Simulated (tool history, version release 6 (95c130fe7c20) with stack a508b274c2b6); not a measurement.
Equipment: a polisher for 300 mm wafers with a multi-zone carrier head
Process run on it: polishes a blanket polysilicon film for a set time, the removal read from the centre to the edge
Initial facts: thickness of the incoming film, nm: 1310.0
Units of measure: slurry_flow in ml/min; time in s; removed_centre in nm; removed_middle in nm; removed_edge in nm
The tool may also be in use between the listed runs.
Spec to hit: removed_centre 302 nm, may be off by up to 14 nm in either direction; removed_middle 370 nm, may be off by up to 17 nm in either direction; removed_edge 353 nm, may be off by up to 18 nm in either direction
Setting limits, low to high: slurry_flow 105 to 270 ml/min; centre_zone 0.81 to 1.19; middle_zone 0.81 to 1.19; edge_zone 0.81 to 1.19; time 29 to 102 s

run	day	slurry_flow	centre_zone	middle_zone	edge_zone	time	removed_centre	removed_middle	removed_edge
1	0	175	1	1	1	65	479.66	486.92	509.88
2	0.033	205	1	1	1	65	507.31	497.79	504.18
3	0.304	170	1	1	1	65	490.64	483.15	493.92
4	0.425	165	0.97	1.01	0.99	62	444.1	450.51	480.54
5	0.562	165	0.97	1.01	0.91	62	442.45	469.14	455.8
6	0.771	165	0.97	1.07	0.91	62	432.77	479.62	454.54
7	0.979	165	0.96	1.07	0.9	59	411.65	456.07	438.04
8	1.004	165	0.95	1.08	0.89	57	404.3	447.04	410.73
9	1.233	155	0.93	1.08	0.89	56	378.61	434.41	405.26
10	1.471	150	0.92	1.08	0.89	55	363.33	430.49	386.56
11	1.662	145	0.91	1.06	0.91	54	345.54	403.36	387.3
12	1.792	145	0.9	1.06	0.9	53	340.01	405.36	380.16
13	2.138	140	0.89	1.05	0.9	52	330.35	389.27	370.66
14	2.475	135	0.88	1.05	0.9	52	320.56	384.68	357.93

Consider the 4 candidate settings below. Which is the only one whose results all fall within their allowed miss of target?
A	2.812	140	0.88	1.06	0.93	49	?	?	?
B	2.812	155	0.87	0.99	0.86	52	?	?	?
C	2.812	130	0.86	1.13	0.82	53	?	?	?
D	2.812	135	1.04	1.02	0.91	50	?	?	?

move	removed_centre	removed_middle	removed_edge
A	303.19	365.33	345.11
B	326.15	374.31	359.48
C	313.97	409.93	347.76
D	362.38	357.36	346.64
A: every result within its allowed miss
B: misses by more than the last run did
C: brings the last run's worst result on target, with another outside its allowed miss
D: misses by more than the last run did
A is the move that brings every result within its allowed miss.
